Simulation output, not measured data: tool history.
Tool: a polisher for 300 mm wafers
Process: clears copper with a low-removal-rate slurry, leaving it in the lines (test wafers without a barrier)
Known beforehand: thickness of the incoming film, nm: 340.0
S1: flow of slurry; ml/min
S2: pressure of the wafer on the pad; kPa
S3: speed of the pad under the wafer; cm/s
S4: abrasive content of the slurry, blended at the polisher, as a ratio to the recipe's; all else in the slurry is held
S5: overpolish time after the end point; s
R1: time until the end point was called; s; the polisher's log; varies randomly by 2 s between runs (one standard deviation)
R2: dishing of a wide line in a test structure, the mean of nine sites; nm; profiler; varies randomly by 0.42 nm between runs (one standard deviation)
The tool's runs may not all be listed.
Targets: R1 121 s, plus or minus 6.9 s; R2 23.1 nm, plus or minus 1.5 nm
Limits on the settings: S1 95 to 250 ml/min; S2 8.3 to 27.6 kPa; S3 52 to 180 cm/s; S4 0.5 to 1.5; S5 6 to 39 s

run 1 hour=0 | S1=160 S2=17.9 S3=116 S4=1 S5=20 | R1=126.17 R2=41.517
run 2 hour=6.8 | S1=160 S2=15.9 S3=116 S4=1 S5=20 | R1=138.46 R2=37.862
run 3 hour=10.9 | S1=135 S2=15.9 S3=116 S4=1 S5=20 | R1=142.55 R2=37.095
run 4 hour=17.5 | S1=135 S2=15.9 S3=116 S4=1 S5=12 | R1=143.23 R2=23.142
run 5 hour=25.6 | S1=135 S2=15.9 S3=116 S4=1.2 S5=12 | R1=137.5 R2=23.877
run 6 hour=34.1 | S1=110 S2=15.9 S3=116 S4=1.2 S5=12 | R1=142.89 R2=22.625
run 7 hour=42.6 | S1=120 S2=16.5 S3=116 S4=1.2 S5=11 | R1=132.84 R2=22.816
run 8 hour=51.1 | S1=125 S2=17.2 S3=116 S4=1.2 S5=11 | R1=130.53 R2=23.629
run 9 hour=53.5 | S1=130 S2=17.2 S3=116 S4=1.2 S5=10 | R1=129.2 R2=21.996

Exercise: of the 4 proposed moves below, exactly one satisfies all targets within the stated allowed misses. Which move is it?
run A hour=55.9 | S1=155 S2=15.2 S3=142 S4=1.25 S5=10 | R1=? R2=?
run B hour=55.9 | S1=170 S2=17.9 S3=136 S4=1.25 S5=10 | R1=? R2=?
run C hour=55.9 | S1=110 S2=18.6 S3=102 S4=1.15 S5=14 | R1=? R2=?
run D hour=55.9 | S1=145 S2=18.6 S3=136 S4=1.25 S5=10 | R1=? R2=?

move=A R1=118.6 R2=23.371
move=B R1=104.58 R2=26.377
move=C R1=134.51 R2=28.547
move=D R1=104.07 R2=26.525
A: all results in spec
B: pushes the last run's worst result past its target
C: moves away from the targets compared with the last run
D: pushes the last run's worst result past its target
Answer: A
